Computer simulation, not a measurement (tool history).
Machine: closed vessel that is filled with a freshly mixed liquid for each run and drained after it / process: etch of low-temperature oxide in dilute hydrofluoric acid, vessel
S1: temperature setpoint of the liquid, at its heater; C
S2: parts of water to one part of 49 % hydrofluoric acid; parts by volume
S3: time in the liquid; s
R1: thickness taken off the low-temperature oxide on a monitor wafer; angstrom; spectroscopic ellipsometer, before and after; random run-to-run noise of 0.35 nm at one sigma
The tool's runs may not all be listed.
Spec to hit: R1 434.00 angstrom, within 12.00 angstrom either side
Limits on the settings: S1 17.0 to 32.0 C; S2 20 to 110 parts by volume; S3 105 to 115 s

run	hour	S1	S2	S3	R1
1	0.0	24.0	60	105	249.10
2	1.7	25.0	60	105	258.94
3	3.0	26.0	60	105	270.30
4	11.2	27.0	60	105	278.23
5	13.4	27.0	60	115	309.75
6	18.9	27.0	60	105	279.76
7	23.9	27.0	60	105	281.86
8	27.8	27.5	60	105	289.21
9	33.4	28.0	60	105	291.29
10	40.1	28.5	60	105	298.01
11	48.8	29.0	60	105	301.91
12	53.0	32.0	45	105	464.58
13	61.1	31.0	45	105	446.80

Below are 4 possible settings for the next run. Only one of them brings all results inside the allowed miss of their targets. Which is it?
A	69.2	28.5	45	105	?
B	69.2	32.0	50	110	?
C	69.2	31.5	45	105	?
D	69.2	29.0	50	115	?

move	R1
A	405.32
B	435.05
C	456.21
D	404.51
A: pushes the last run's worst result past its target
B: all results land within tolerance of their targets
C: its largest miss is bigger than the last run's
D: pushes the last run's worst result past its target
B meets every target.
